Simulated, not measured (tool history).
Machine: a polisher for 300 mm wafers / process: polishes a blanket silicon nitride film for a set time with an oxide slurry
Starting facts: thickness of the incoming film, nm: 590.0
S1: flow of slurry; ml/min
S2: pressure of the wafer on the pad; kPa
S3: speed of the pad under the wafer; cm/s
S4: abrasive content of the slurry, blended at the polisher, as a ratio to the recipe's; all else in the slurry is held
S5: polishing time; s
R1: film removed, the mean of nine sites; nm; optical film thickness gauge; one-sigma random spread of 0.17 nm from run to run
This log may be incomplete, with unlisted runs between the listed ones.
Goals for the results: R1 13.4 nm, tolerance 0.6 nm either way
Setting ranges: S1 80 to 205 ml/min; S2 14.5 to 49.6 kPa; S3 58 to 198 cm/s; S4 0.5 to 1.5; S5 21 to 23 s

run  hour   S1    S2   S3  S4  S5      R1
  1     0  135  31.7  128   1  23  21.106
  2   2.6  135  31.7  128   1  21  19.503
  3  10.5  135    29  126   1  21  17.567
  4  15.4  135    29  126   1  21  17.816
  5  21.8  135    29  126   1  21  17.446
  6  26.2  135  25.5  126   1  21  15.293
  7  28.9  135  24.8  126   1  21  14.766
  8  30.3  135  24.1  126   1  21  14.429
  9  32.4  135  23.4  126   1  21   14.16

Below are 5 possible settings for the next run. Only one of them brings all results inside the allowed miss of their targets. Which is it?
  A  34.5  150  22.8  144     1  21   ?
  B  34.5  190  25.5  120   0.8  21   ?
  C  34.5  155  24.8  118     1  23   ?
  D  34.5   85  24.1  132  0.95  23   ?
  E  34.5  130    29  114   0.9  22   ?

move      R1
   A  15.295
   B  13.484
   C  15.708
   D  14.904
   E  15.683
A: the biggest miss grows against the last run
B: every result lands within tolerance
C: the biggest miss grows against the last run
D: the biggest miss grows against the last run
E: the biggest miss grows against the last run
So the answer is move B, the one that meets all the targets.
